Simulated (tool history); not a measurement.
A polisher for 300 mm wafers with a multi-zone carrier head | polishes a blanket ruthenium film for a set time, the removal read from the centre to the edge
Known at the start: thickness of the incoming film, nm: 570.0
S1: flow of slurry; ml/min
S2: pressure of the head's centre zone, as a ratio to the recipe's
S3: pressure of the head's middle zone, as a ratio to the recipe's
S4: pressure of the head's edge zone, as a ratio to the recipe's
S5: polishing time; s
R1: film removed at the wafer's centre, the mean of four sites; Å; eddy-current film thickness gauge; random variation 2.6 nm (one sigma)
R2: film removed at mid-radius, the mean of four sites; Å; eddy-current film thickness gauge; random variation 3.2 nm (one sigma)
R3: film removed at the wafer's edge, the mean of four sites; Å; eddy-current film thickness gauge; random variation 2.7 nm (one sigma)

run,day,S1,S2,S3,S4,S5,R1,R2,R3
1,0,130,1,1,1,84,1096.6,1149.2,1191
2,0.192,135,1.01,1.02,1,88,1151.9,1216,1211.4
3,0.508,135,1.01,1.02,1,78,1051.6,1072.5,1066.7
4,0.717,135,1.02,1.03,1,83,1121.4,1144.8,1149.4
5,0.788,135,1.02,1.03,1.05,83,1117,1120.3,1184.8
6,0.896,140,1.02,1.04,1.04,88,1191.9,1240.5,1254
7,1.212,145,1.03,1.05,1.04,92,1301.9,1298.6,1300.1
8,1.538,145,1.03,1.06,1.04,96,1336,1389,1354.5
9,1.904,145,1.03,1.07,1.04,99,1387.6,1445.8,1451.2

Forecast run 10:
10,2.271,150,1.03,1.08,1.04,101,?,?,?

Run 10 gave R1 1425.7 Å, R2 1522 Å, R3 1434.1 Å.
